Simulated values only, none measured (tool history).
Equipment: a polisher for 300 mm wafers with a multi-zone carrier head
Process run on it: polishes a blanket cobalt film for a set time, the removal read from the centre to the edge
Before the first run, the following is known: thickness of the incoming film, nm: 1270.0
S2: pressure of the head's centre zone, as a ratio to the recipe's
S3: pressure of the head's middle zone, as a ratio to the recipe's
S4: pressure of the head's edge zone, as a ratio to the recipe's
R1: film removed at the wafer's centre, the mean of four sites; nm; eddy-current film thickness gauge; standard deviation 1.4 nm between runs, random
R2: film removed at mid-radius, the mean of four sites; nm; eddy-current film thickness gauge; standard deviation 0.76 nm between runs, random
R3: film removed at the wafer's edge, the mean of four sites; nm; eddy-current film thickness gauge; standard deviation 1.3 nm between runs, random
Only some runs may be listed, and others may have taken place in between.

Run 1, day 0.000: flow of slurry (ml/min) 265, S2 1.00, S3 1.00, S4 1.00, polishing time (s) 35. Result: R1 151.02 nm, R2 148.79 nm, R3 151.40 nm.
Run 2, day 0.154: flow of slurry (ml/min) 265, S2 1.00, S3 1.00, S4 1.00, polishing time (s) 42. Result: R1 182.40 nm, R2 180.20 nm, R3 181.88 nm.
Run 3, day 0.333: flow of slurry (ml/min) 220, S2 1.00, S3 1.00, S4 1.00, polishing time (s) 42. Result: R1 180.52 nm, R2 175.67 nm, R3 179.28 nm.
Run 4, day 0.412: flow of slurry (ml/min) 215, S2 1.00, S3 0.98, S4 0.98, polishing time (s) 38. Result: R1 160.69 nm, R2 156.33 nm, R3 161.84 nm.
Run 5, day 0.479: flow of slurry (ml/min) 215, S2 1.04, S3 0.98, S4 0.98, polishing time (s) 38. Result: R1 169.82 nm, R2 158.34 nm, R3 163.62 nm.
Run 6, day 0.608: flow of slurry (ml/min) 215, S2 1.04, S3 0.92, S4 0.98, polishing time (s) 38. Result: R1 168.11 nm, R2 152.91 nm, R3 164.20 nm.
Run 7, day 0.971: flow of slurry (ml/min) 215, S2 1.05, S3 0.91, S4 0.97, polishing time (s) 34. Result: R1 155.61 nm, R2 132.01 nm, R3 147.40 nm.
Run 8, day 1.133: flow of slurry (ml/min) 220, S2 1.04, S3 0.91, S4 0.95, polishing time (s) 31. Result: R1 137.46 nm, R2 121.46 nm, R3 133.26 nm.

Run 9 is up next; what results do you expect?
Run 9, day 1.362: flow of slurry (ml/min) 220, S2 1.04, S3 0.90, S4 0.93, polishing time (s) 29. Result: R1 ?, R2 ?, R3 ?.

Run 9 came out at R1 131.84 nm, R2 114.62 nm, R3 123.73 nm.
